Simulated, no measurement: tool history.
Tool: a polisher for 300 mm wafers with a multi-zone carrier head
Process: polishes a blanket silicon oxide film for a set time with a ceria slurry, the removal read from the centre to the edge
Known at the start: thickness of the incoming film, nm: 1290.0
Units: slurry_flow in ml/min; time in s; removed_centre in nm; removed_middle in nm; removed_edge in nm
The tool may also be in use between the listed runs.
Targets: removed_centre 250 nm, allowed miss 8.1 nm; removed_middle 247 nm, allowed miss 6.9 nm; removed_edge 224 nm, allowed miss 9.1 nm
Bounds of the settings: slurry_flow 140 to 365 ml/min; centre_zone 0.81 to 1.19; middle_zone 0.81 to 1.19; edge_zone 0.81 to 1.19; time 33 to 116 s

run 1 hour=0 | slurry_flow=235 centre_zone=1 middle_zone=1 edge_zone=1 time=74 | removed_centre=350.78 removed_middle=358.78 removed_edge=368.56
run 2 hour=7.1 | slurry_flow=185 centre_zone=1 middle_zone=1 edge_zone=1 time=74 | removed_centre=338.2 removed_middle=345.49 removed_edge=350.3
run 3 hour=13.7 | slurry_flow=180 centre_zone=1.01 middle_zone=1 edge_zone=0.98 time=70 | removed_centre=322.73 removed_middle=328.58 removed_edge=333.61
run 4 hour=16.2 | slurry_flow=175 centre_zone=1.03 middle_zone=1.01 edge_zone=0.96 time=66 | removed_centre=305.63 removed_middle=307.74 removed_edge=307
run 5 hour=19.2 | slurry_flow=175 centre_zone=1.03 middle_zone=1.01 edge_zone=0.9 time=66 | removed_centre=301.24 removed_middle=307.63 removed_edge=294.32
run 6 hour=23.8 | slurry_flow=170 centre_zone=1.04 middle_zone=1.01 edge_zone=0.89 time=64 | removed_centre=296.04 removed_middle=297.13 removed_edge=284.52
run 7 hour=27.8 | slurry_flow=165 centre_zone=1.05 middle_zone=1.01 edge_zone=0.88 time=62 | removed_centre=287.5 removed_middle=286.05 removed_edge=274.86
run 8 hour=36 | slurry_flow=165 centre_zone=1.06 middle_zone=1.02 edge_zone=0.87 time=60 | removed_centre=283.06 removed_middle=277.8 removed_edge=261.03
run 9 hour=41.9 | slurry_flow=165 centre_zone=1.06 middle_zone=1.02 edge_zone=0.86 time=59 | removed_centre=280.01 removed_middle=273.69 removed_edge=256.38
run 10 hour=45.8 | slurry_flow=165 centre_zone=1.06 middle_zone=1.02 edge_zone=0.85 time=58 | removed_centre=274.02 removed_middle=268.72 removed_edge=247.35
run 11 hour=49.9 | slurry_flow=165 centre_zone=1.06 middle_zone=1.02 edge_zone=0.85 time=57 | removed_centre=270.64 removed_middle=263.3 removed_edge=246.05
run 12 hour=52.5 | slurry_flow=165 centre_zone=1.06 middle_zone=1.02 edge_zone=0.84 time=56 | removed_centre=262.75 removed_middle=257.16 removed_edge=242.3
run 13 hour=57.4 | slurry_flow=170 centre_zone=1.08 middle_zone=1.06 edge_zone=0.81 time=50 | removed_centre=244.3 removed_middle=241.37 removed_edge=214.48
run 14 hour=60.2 | slurry_flow=170 centre_zone=1.08 middle_zone=1.06 edge_zone=0.82 time=50 | removed_centre=238.86 removed_middle=241.62 removed_edge=214.17

Which of these 5 next moves meets every target?
run A hour=63 | slurry_flow=150 centre_zone=1.07 middle_zone=1.04 edge_zone=0.81 time=53 | removed_centre=? removed_middle=? removed_edge=?
run B hour=63 | slurry_flow=200 centre_zone=0.95 middle_zone=0.99 edge_zone=0.91 time=50 | removed_centre=? removed_middle=? removed_edge=?
run C hour=63 | slurry_flow=140 centre_zone=1.08 middle_zone=1.18 edge_zone=0.81 time=49 | removed_centre=? removed_middle=? removed_edge=?
run D hour=63 | slurry_flow=155 centre_zone=1.19 middle_zone=1.18 edge_zone=0.81 time=47 | removed_centre=? removed_middle=? removed_edge=?
run E hour=63 | slurry_flow=195 centre_zone=1.11 middle_zone=1.11 edge_zone=0.81 time=46 | removed_centre=? removed_middle=? removed_edge=?

move=A removed_centre=247.83 removed_middle=244.91 removed_edge=225.81
move=B removed_centre=221 removed_middle=234.63 removed_edge=234.04
move=C removed_centre=227.1 removed_middle=248.07 removed_edge=205.89
move=D removed_centre=246.94 removed_middle=243.69 removed_edge=200.95
move=E removed_centre=236.92 removed_middle=236.74 removed_edge=203.4
A: meets every target
B: further off than the last run
C: further off than the last run
D: brings the result that was furthest off to its target, and leaves another outside
E: further off than the last run
Answer: A
